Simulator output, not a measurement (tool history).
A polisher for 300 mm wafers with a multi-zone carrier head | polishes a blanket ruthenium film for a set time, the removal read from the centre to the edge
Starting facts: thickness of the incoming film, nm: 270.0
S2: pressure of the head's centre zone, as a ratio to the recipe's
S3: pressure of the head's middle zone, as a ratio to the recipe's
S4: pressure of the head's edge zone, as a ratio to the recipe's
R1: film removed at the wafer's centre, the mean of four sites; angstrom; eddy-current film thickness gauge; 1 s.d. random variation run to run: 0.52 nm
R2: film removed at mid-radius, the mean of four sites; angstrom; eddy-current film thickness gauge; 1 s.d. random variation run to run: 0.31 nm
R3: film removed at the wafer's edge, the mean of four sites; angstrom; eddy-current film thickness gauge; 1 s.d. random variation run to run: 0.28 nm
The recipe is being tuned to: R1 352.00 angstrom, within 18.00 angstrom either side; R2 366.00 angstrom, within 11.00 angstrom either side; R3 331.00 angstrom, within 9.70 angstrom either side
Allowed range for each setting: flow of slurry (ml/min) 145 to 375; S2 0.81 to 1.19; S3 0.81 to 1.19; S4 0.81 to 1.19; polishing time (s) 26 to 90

run 1 day=0.000 | flow_of_slurry_(ml/min)=240 S2=1.00 S3=1.00 S4=1.00 polishing_time_(s)=58 | R1=374.09 R2=384.93 R3=380.97
run 2 day=0.154 | flow_of_slurry_(ml/min)=210 S2=1.00 S3=1.00 S4=1.00 polishing_time_(s)=58 | R1=356.96 R2=373.03 R3=381.94
run 3 day=0.358 | flow_of_slurry_(ml/min)=210 S2=1.05 S3=1.00 S4=1.00 polishing_time_(s)=58 | R1=385.04 R2=368.70 R3=374.46
run 4 day=0.417 | flow_of_slurry_(ml/min)=210 S2=1.05 S3=1.00 S4=1.00 polishing_time_(s)=45 | R1=293.08 R2=286.38 R3=289.21
run 5 day=0.725 | flow_of_slurry_(ml/min)=170 S2=1.05 S3=1.00 S4=1.00 polishing_time_(s)=45 | R1=293.02 R2=278.80 R3=284.87
run 6 day=1.008 | flow_of_slurry_(ml/min)=190 S2=1.06 S3=1.03 S4=1.02 polishing_time_(s)=46 | R1=293.32 R2=299.42 R3=298.55
run 7 day=1.062 | flow_of_slurry_(ml/min)=260 S2=1.16 S3=1.11 S4=0.98 polishing_time_(s)=51 | R1=378.82 R2=366.19 R3=335.66
run 8 day=1.246 | flow_of_slurry_(ml/min)=255 S2=1.15 S3=1.11 S4=0.98 polishing_time_(s)=51 | R1=386.05 R2=371.64 R3=335.77
run 9 day=1.546 | flow_of_slurry_(ml/min)=250 S2=1.14 S3=1.11 S4=0.98 polishing_time_(s)=51 | R1=372.20 R2=368.59 R3=332.22
run 10 day=1.662 | flow_of_slurry_(ml/min)=250 S2=1.13 S3=1.11 S4=0.98 polishing_time_(s)=51 | R1=373.90 R2=374.32 R3=333.08

Pick the move, out of 4, that brings all results within their allowed miss; only one does.
run A day=1.779 | flow_of_slurry_(ml/min)=220 S2=1.08 S3=1.13 S4=0.98 polishing_time_(s)=51 | R1=? R2=? R3=?
run B day=1.779 | flow_of_slurry_(ml/min)=345 S2=1.02 S3=1.04 S4=1.06 polishing_time_(s)=51 | R1=? R2=? R3=?
run C day=1.779 | flow_of_slurry_(ml/min)=265 S2=1.19 S3=1.13 S4=0.88 polishing_time_(s)=52 | R1=? R2=? R3=?
run D day=1.779 | flow_of_slurry_(ml/min)=225 S2=1.13 S3=1.12 S4=0.99 polishing_time_(s)=56 | R1=? R2=? R3=?

move=A R1=352.37 R2=373.84 R3=326.82
move=B R1=353.21 R2=367.18 R3=353.44
move=C R1=404.72 R2=390.49 R3=322.82
move=D R1=405.27 R2=408.65 R3=361.54
A: in spec on every target
B: the furthest-off result lands on target, but another misses its tolerance
C: lands further from the targets than the last run did
D: lands further from the targets than the last run did
Answer: A

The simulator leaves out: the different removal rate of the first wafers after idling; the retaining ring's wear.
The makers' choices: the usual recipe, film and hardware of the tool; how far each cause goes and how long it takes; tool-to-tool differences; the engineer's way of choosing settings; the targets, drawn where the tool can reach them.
